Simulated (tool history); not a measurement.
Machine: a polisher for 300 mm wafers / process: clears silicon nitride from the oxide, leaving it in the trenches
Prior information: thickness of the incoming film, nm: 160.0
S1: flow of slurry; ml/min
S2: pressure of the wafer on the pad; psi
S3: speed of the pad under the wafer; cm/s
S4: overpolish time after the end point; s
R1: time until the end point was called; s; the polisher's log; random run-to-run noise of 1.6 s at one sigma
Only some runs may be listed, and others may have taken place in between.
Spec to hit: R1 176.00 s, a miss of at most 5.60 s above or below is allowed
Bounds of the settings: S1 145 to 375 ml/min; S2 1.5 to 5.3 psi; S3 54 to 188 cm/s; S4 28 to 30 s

run,hour,S1,S2,S3,S4,R1
1,0.0,240,3.4,120,28,136.65
2,8.8,240,3.1,120,28,152.61
3,12.7,240,3.1,120,28,150.14
4,21.0,205,3.1,120,28,154.64
5,27.3,200,3.0,120,28,157.81
6,35.6,200,2.9,120,28,162.50
7,38.0,200,2.9,120,28,161.80
8,44.6,200,2.8,120,28,167.18

Which single option among these 5 for the next run brings every result within its allowed miss of target? Just one does.
A,51.2,160,3.3,112,30,?
B,51.2,170,3.0,108,28,?
C,51.2,210,2.9,122,28,?
D,51.2,230,3.0,118,28,?
E,51.2,185,3.0,122,29,?

move,R1
A,158.03
B,175.49
C,161.53
D,157.97
E,159.39
A: misses by more than the last run did
B: each result inside its tolerance
C: misses by more than the last run did
D: misses by more than the last run did
E: misses by more than the last run did
Correct choice: B, which meets every target

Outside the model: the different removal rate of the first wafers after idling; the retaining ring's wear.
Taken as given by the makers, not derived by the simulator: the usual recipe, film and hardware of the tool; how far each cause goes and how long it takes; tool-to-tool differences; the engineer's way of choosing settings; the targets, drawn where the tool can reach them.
